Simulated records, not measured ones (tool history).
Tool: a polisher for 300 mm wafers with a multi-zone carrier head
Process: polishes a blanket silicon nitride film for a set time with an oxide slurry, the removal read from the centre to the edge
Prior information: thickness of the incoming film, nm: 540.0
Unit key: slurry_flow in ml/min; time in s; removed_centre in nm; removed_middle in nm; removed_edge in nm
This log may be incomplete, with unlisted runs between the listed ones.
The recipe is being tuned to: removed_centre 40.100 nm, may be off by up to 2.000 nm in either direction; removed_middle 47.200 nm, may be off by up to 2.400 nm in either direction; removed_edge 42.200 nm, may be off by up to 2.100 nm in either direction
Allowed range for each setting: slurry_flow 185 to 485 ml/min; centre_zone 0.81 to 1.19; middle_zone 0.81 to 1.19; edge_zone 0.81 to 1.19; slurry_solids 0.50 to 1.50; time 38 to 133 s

{"run": 1, "hour": 0.0, "slurry_flow": 310, "centre_zone": 1.0, "middle_zone": 1.0, "edge_zone": 1.0, "slurry_solids": 1.0, "time": 85, "removed_centre": 57.819, "removed_middle": 56.756, "removed_edge": 60.136}
{"run": 2, "hour": 2.5, "slurry_flow": 315, "centre_zone": 0.98, "middle_zone": 1.04, "edge_zone": 0.97, "slurry_solids": 0.85, "time": 83, "removed_centre": 50.484, "removed_middle": 53.53, "removed_edge": 51.161}
{"run": 3, "hour": 5.0, "slurry_flow": 315, "centre_zone": 0.95, "middle_zone": 1.03, "edge_zone": 0.95, "slurry_solids": 0.8, "time": 83, "removed_centre": 46.858, "removed_middle": 52.09, "removed_edge": 49.512}
{"run": 4, "hour": 7.7, "slurry_flow": 315, "centre_zone": 0.95, "middle_zone": 1.03, "edge_zone": 0.95, "slurry_solids": 0.9, "time": 83, "removed_centre": 50.881, "removed_middle": 54.331, "removed_edge": 53.679}
{"run": 5, "hour": 8.6, "slurry_flow": 315, "centre_zone": 0.94, "middle_zone": 1.03, "edge_zone": 0.95, "slurry_solids": 0.8, "time": 83, "removed_centre": 45.808, "removed_middle": 51.676, "removed_edge": 49.455}
{"run": 6, "hour": 9.9, "slurry_flow": 315, "centre_zone": 0.94, "middle_zone": 1.03, "edge_zone": 0.95, "slurry_solids": 0.8, "time": 71, "removed_centre": 40.059, "removed_middle": 43.98, "removed_edge": 42.638}
{"run": 7, "hour": 12.3, "slurry_flow": 315, "centre_zone": 0.94, "middle_zone": 1.05, "edge_zone": 0.95, "slurry_solids": 0.8, "time": 71, "removed_centre": 40.318, "removed_middle": 45.059, "removed_edge": 42.023}
{"run": 8, "hour": 13.5, "slurry_flow": 315, "centre_zone": 0.94, "middle_zone": 1.05, "edge_zone": 0.95, "slurry_solids": 0.8, "time": 71, "removed_centre": 39.391, "removed_middle": 43.723, "removed_edge": 41.262}

Pick the move, out of 5, that brings all results within their allowed miss; only one does.
{"run": "A", "hour": 14.7, "slurry_flow": 400, "centre_zone": 0.88, "middle_zone": 0.95, "edge_zone": 0.99, "slurry_solids": 0.8, "time": 69, "removed_centre": "?", "removed_middle": "?", "removed_edge": "?"}
{"run": "B", "hour": 14.7, "slurry_flow": 260, "centre_zone": 1.1, "middle_zone": 1.07, "edge_zone": 0.92, "slurry_solids": 0.85, "time": 64, "removed_centre": "?", "removed_middle": "?", "removed_edge": "?"}
{"run": "C", "hour": 14.7, "slurry_flow": 350, "centre_zone": 0.92, "middle_zone": 1.1, "edge_zone": 0.92, "slurry_solids": 0.7, "time": 76, "removed_centre": "?", "removed_middle": "?", "removed_edge": "?"}
{"run": "D", "hour": 14.7, "slurry_flow": 300, "centre_zone": 0.95, "middle_zone": 1.07, "edge_zone": 1.02, "slurry_solids": 0.65, "time": 75, "removed_centre": "?", "removed_middle": "?", "removed_edge": "?"}
{"run": "E", "hour": 14.7, "slurry_flow": 420, "centre_zone": 0.96, "middle_zone": 1.0, "edge_zone": 0.96, "slurry_solids": 0.8, "time": 68, "removed_centre": "?", "removed_middle": "?", "removed_edge": "?"}

move=A removed_centre=36.872 removed_middle=40.039 removed_edge=42.300
move=B removed_centre=41.600 removed_middle=40.626 removed_edge=37.958
move=C removed_centre=38.626 removed_middle=45.404 removed_edge=41.121
move=D removed_centre=36.842 removed_middle=41.158 removed_edge=40.217
move=E removed_centre=39.524 removed_middle=41.266 removed_edge=41.166
A: misses by more than the last run did
B: misses by more than the last run did
C: in spec on every target
D: misses by more than the last run did
E: misses by more than the last run did
Go with C: it meets all targets.
